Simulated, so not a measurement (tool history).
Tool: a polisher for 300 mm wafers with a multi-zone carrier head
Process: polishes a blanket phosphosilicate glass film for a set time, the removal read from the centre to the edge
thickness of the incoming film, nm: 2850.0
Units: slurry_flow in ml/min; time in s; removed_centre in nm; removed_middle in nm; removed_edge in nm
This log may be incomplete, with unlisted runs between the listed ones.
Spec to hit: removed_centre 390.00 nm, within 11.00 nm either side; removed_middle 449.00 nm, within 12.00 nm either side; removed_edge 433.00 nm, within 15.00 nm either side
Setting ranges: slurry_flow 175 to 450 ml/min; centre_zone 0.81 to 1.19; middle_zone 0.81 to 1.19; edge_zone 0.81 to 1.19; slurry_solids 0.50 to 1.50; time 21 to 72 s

run	day	slurry_flow	centre_zone	middle_zone	edge_zone	slurry_solids	time	removed_centre	removed_middle	removed_edge
1	0.000	290	1.00	1.00	1.00	1.00	46	391.74	396.99	380.54
2	0.229	290	1.00	1.00	1.04	1.00	46	389.57	395.57	388.98
3	0.388	300	0.99	1.02	1.06	1.00	46	380.53	400.27	389.57
4	0.517	300	0.99	1.03	1.08	1.05	46	404.54	417.88	410.78
5	0.833	300	0.98	1.04	1.09	1.05	46	391.07	419.54	403.57
6	1.208	300	0.98	1.04	1.09	1.05	42	361.32	386.39	377.33
7	1.362	305	0.97	1.05	1.11	1.10	42	366.48	396.32	390.96
8	1.479	310	0.97	1.07	1.13	1.10	42	365.66	401.57	390.48
9	1.817	310	0.97	1.08	1.14	1.15	42	373.14	410.70	390.10
10	2.021	315	0.96	1.08	1.15	1.20	42	376.11	418.93	411.19

Which single option among these 4 for the next run brings every result within its allowed miss of target? Just one does.
A	2.225	310	0.96	0.98	1.18	1.45	40	?	?	?
B	2.225	320	0.99	1.13	1.06	1.20	42	?	?	?
C	2.225	330	0.93	1.08	1.14	1.25	44	?	?	?
D	2.225	355	0.98	0.96	1.19	1.35	39	?	?	?

move	removed_centre	removed_middle	removed_edge
A	386.50	400.82	421.63
B	387.79	441.60	388.56
C	392.86	454.01	430.80
D	377.78	377.89	405.31
A: the biggest miss grows against the last run
B: meets the target for the result that was furthest off, but another lies outside its allowed miss
C: each result inside its tolerance
D: the biggest miss grows against the last run
The right move is C.
